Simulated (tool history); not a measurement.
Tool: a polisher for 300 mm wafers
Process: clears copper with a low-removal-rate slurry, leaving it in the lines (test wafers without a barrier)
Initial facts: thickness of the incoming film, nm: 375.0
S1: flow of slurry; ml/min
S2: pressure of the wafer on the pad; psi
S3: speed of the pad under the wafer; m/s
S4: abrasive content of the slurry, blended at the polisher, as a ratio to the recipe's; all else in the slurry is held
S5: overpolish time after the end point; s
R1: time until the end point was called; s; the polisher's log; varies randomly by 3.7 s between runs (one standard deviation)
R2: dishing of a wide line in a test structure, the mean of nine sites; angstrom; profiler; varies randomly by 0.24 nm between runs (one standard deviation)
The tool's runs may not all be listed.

{"run": 1, "hour": 0.0, "S1": 275, "S2": 2.7, "S3": 0.92, "S4": 1, "S5": 11, "R1": 153.52, "R2": 164.1}
{"run": 2, "hour": 3.5, "S1": 275, "S2": 2.5, "S3": 0.92, "S4": 1, "S5": 12, "R1": 170.77, "R2": 168.75}
{"run": 3, "hour": 5.3, "S1": 275, "S2": 2.4, "S3": 0.92, "S4": 1, "S5": 13, "R1": 175.23, "R2": 173.18}
{"run": 4, "hour": 13.7, "S1": 275, "S2": 2.4, "S3": 1.12, "S4": 1, "S5": 13, "R1": 139.49, "R2": 206.95}
{"run": 5, "hour": 16.4, "S1": 275, "S2": 2.2, "S3": 1.1, "S4": 1, "S5": 14, "R1": 157.54, "R2": 197.95}
{"run": 6, "hour": 21.4, "S1": 275, "S2": 2.2, "S3": 0.96, "S4": 1, "S5": 14, "R1": 171.08, "R2": 172.98}

Run 7 has not been measured yet. What should we expect?
{"run": 7, "hour": 22.8, "S1": 265, "S2": 2.1, "S3": 0.94, "S4": 0.95, "S5": 15, "R1": "?", "R2": "?"}

{"run 7": {"R1": 193.24, "R2": 172.83}}
